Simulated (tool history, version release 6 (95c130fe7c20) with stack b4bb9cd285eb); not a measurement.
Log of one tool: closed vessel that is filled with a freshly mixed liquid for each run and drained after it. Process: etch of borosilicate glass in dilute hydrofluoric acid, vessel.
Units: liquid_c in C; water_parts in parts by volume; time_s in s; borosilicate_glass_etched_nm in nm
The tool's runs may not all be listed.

run    day  liquid_c  water_parts  time_s  borosilicate_glass_etched_nm
  1  0.000      21.0          180      90                        14.933
  2  0.042      23.0          145      90                        20.850
  3  0.308      24.5          120      90                        27.255
  4  0.392      25.5          105      90                        33.521
  5  0.725      26.5          100      90                        36.542
  6  0.779      28.0          100      90                        38.716
  7  1.154      28.5           95      90                        42.135
  8  1.196      28.5           95      90                        41.731

Forecast run 9:
  9  1.483      28.5           90      90                             ?

{"run 9": {"borosilicate_glass_etched_nm": 44.796}}
